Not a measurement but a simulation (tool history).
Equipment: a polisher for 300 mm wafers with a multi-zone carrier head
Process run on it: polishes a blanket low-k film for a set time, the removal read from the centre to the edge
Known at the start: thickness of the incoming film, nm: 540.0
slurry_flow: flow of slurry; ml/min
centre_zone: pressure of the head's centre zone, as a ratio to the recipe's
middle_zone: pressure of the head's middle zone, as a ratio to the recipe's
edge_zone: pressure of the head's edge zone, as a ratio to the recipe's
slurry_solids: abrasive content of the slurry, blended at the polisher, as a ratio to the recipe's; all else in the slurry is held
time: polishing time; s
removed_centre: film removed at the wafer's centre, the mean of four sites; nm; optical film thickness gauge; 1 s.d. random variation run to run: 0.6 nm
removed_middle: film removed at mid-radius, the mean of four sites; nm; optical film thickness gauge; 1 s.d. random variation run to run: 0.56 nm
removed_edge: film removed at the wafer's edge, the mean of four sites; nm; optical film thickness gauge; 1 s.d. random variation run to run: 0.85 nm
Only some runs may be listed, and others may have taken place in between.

run	hour	slurry_flow	centre_zone	middle_zone	edge_zone	slurry_solids	time	removed_centre	removed_middle	removed_edge
1	0	155	1	1	1	1	86	45.278	45.049	45.571
2	5.4	160	0.97	1.01	1.05	1.15	87	45.288	49.551	50.306
3	6.3	160	0.97	0.97	1.05	1.15	87	47.795	47.634	50.335
4	14.7	160	0.97	0.97	1.05	1.15	108	58.591	59.752	63.665
5	18.1	160	0.97	0.97	1.05	1.15	92	48.331	49.892	52.331
6	21	160	0.97	0.97	1.12	1.15	92	49.215	50.52	53.739
7	23.9	170	0.95	0.97	1.14	1.25	92	50.787	53.08	56.842
8	24.5	175	0.93	0.97	1.15	1.3	92	51.705	54.144	58.892
9	31.1	180	0.92	0.98	1.16	1.3	92	50.652	54.317	60.297
10	35.1	185	0.93	1	1.16	1.3	92	50.888	55.22	60.713

Run 11 has not been measured yet. What should we expect?
11	38.4	185	0.94	1.02	1.16	1.3	92	?	?	?

Run 11 measured removed_centre 51.731 nm, removed_middle 56.103 nm, removed_edge 58.96 nm.
